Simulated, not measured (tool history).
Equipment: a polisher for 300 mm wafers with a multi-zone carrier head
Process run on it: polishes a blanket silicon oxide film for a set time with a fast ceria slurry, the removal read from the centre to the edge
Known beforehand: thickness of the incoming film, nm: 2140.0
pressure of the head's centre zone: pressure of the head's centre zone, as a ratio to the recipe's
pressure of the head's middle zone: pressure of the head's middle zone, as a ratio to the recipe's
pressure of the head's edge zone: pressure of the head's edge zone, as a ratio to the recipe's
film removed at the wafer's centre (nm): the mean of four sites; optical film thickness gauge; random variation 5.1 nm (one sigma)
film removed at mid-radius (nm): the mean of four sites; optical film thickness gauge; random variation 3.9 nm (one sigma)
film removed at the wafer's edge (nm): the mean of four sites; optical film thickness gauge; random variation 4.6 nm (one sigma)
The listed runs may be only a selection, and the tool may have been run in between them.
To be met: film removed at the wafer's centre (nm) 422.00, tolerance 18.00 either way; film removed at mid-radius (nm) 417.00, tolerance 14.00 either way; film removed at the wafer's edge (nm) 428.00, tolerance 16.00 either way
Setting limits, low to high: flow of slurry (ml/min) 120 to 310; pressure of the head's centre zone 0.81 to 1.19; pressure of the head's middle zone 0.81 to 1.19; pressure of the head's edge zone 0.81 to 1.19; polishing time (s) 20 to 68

| run | hour | flow of slurry (ml/min) | pressure of the head's centre zone | pressure of the head's middle zone | pressure of the head's edge zone | polishing time (s) | film removed at the wafer's centre (nm) | film removed at mid-radius (nm) | film removed at the wafer's edge (nm) |
|---|---|---|---|---|---|---|---|---|---|
| 1 | 0.0 | 200 | 1.00 | 1.00 | 1.00 | 44 | 517.40 | 516.34 | 518.05 |
| 2 | 6.6 | 200 | 1.00 | 1.04 | 1.00 | 44 | 527.69 | 529.90 | 517.46 |
| 3 | 12.7 | 200 | 1.00 | 1.04 | 1.07 | 44 | 515.80 | 538.45 | 532.08 |
| 4 | 15.3 | 200 | 1.00 | 1.03 | 1.06 | 43 | 506.63 | 520.17 | 517.19 |
| 5 | 20.2 | 180 | 1.00 | 1.03 | 1.06 | 43 | 494.03 | 507.00 | 514.19 |
| 6 | 28.3 | 180 | 1.05 | 1.03 | 1.06 | 43 | 526.29 | 510.66 | 507.45 |
| 7 | 36.8 | 180 | 1.04 | 1.03 | 1.05 | 42 | 501.35 | 498.20 | 490.40 |
| 8 | 40.1 | 175 | 1.04 | 1.02 | 1.04 | 42 | 500.46 | 493.47 | 487.95 |
| 9 | 44.3 | 170 | 1.04 | 1.01 | 1.03 | 42 | 500.24 | 487.39 | 496.22 |
| 10 | 52.0 | 170 | 1.04 | 1.01 | 1.03 | 41 | 483.95 | 472.54 | 483.88 |
| 11 | 53.2 | 170 | 1.04 | 1.01 | 1.02 | 40 | 478.12 | 465.32 | 464.49 |
| 12 | 55.3 | 170 | 1.04 | 1.01 | 1.02 | 40 | 476.87 | 464.58 | 457.49 |
| 13 | 62.6 | 165 | 1.03 | 1.00 | 1.02 | 40 | 468.28 | 459.60 | 460.06 |
| 14 | 69.0 | 165 | 1.03 | 0.99 | 1.02 | 40 | 478.10 | 452.40 | 460.71 |
| 15 | 72.1 | 165 | 1.02 | 0.99 | 1.02 | 40 | 467.09 | 450.47 | 458.91 |
| 16 | 78.2 | 165 | 1.01 | 0.99 | 1.02 | 40 | 455.80 | 452.41 | 458.99 |
| 17 | 82.4 | 165 | 1.01 | 0.99 | 1.01 | 40 | 461.26 | 460.14 | 455.86 |
| 18 | 86.1 | 165 | 1.01 | 0.99 | 1.01 | 40 | 454.53 | 452.39 | 450.98 |
| 19 | 93.6 | 160 | 1.01 | 0.98 | 1.01 | 40 | 459.83 | 440.11 | 448.54 |
| 20 | 99.7 | 155 | 1.00 | 0.98 | 1.01 | 40 | 448.07 | 444.33 | 456.08 |

Which one of the following 4 next-run settings gets every result inside its allowed miss? There is exactly one.
| A | 105.8 | 145 | 1.00 | 0.98 | 1.02 | 38 | ? | ? | ? |
| B | 105.8 | 180 | 1.12 | 1.07 | 1.01 | 37 | ? | ? | ? |
| C | 105.8 | 120 | 1.02 | 0.99 | 1.05 | 42 | ? | ? | ? |
| D | 105.8 | 155 | 0.99 | 0.96 | 1.03 | 42 | ? | ? | ? |

| move | film removed at the wafer's centre (nm) | film removed at mid-radius (nm) | film removed at the wafer's edge (nm) |
|---|---|---|---|
| A | 422.93 | 418.36 | 419.86 |
| B | 482.10 | 455.52 | 417.71 |
| C | 455.58 | 447.95 | 457.47 |
| D | 469.28 | 460.21 | 470.63 |
A: all results land within tolerance of their targets
B: its largest miss is bigger than the last run's
C: its largest miss is bigger than the last run's
D: its largest miss is bigger than the last run's
Answer: A

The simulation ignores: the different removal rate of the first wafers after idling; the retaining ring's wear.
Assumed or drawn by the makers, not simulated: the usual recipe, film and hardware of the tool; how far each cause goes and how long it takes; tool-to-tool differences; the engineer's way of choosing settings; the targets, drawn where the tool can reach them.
